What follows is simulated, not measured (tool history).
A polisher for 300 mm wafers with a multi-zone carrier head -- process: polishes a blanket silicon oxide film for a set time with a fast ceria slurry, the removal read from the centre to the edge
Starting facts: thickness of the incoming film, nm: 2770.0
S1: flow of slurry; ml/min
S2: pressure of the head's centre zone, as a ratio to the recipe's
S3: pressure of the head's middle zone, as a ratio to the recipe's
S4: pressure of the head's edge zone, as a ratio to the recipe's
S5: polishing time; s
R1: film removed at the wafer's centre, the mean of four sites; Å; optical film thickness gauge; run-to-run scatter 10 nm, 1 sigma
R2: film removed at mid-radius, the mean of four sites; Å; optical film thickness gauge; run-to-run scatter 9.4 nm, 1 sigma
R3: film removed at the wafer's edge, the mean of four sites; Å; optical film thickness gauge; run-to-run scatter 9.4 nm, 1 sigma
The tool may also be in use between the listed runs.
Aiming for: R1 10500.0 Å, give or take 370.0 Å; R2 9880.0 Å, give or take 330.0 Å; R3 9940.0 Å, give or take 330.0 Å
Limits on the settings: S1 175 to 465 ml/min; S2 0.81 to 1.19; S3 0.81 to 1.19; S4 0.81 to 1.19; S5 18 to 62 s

run 1 hour=0.0 | S1=295 S2=1.00 S3=1.00 S4=1.00 S5=40 | R1=8578.1 R2=8532.1 R3=8576.8
run 2 hour=4.1 | S1=295 S2=1.00 S3=1.00 S4=1.00 S5=45 | R1=9953.3 R2=9853.3 R3=9585.7
run 3 hour=9.8 | S1=300 S2=1.01 S3=1.00 S4=1.01 S5=45 | R1=9787.6 R2=9750.3 R3=9665.6
run 4 hour=10.4 | S1=300 S2=1.03 S3=1.00 S4=1.01 S5=45 | R1=10098.0 R2=9681.7 R3=9682.6
run 5 hour=14.6 | S1=300 S2=1.03 S3=1.00 S4=1.01 S5=41 | R1=9120.7 R2=8713.4 R3=8809.9
run 6 hour=20.9 | S1=300 S2=1.03 S3=1.00 S4=1.07 S5=41 | R1=9120.7 R2=8632.1 R3=9017.5
run 7 hour=27.6 | S1=305 S2=1.05 S3=1.02 S4=1.09 S5=42 | R1=9583.7 R2=9163.4 R3=9328.8
run 8 hour=32.3 | S1=305 S2=1.05 S3=1.02 S4=1.09 S5=42 | R1=9438.2 R2=9296.2 R3=9313.9

Exactly one of the 4 candidate moves below puts every result within its allowed miss. Which one?
run A hour=37.0 | S1=305 S2=0.86 S3=1.14 S4=1.17 S5=42 | R1=? R2=? R3=?
run B hour=37.0 | S1=400 S2=1.05 S3=0.84 S4=1.08 S5=45 | R1=? R2=? R3=?
run C hour=37.0 | S1=445 S2=0.99 S3=1.10 S4=0.96 S5=40 | R1=? R2=? R3=?
run D hour=37.0 | S1=355 S2=1.09 S3=1.02 S4=1.11 S5=44 | R1=? R2=? R3=?

move=A R1=7723.1 R2=10242.0 R3=9375.4
move=B R1=10297.0 R2=8631.2 R3=9857.9
move=C R1=8701.9 R2=9684.4 R3=8341.5
move=D R1=10381.0 R2=9845.7 R3=9678.6
A: moves away from the targets compared with the last run
B: the furthest-off result lands on target, but another misses its tolerance
C: moves away from the targets compared with the last run
D: every result lands within tolerance
So the answer is move D, the one that meets all the targets.
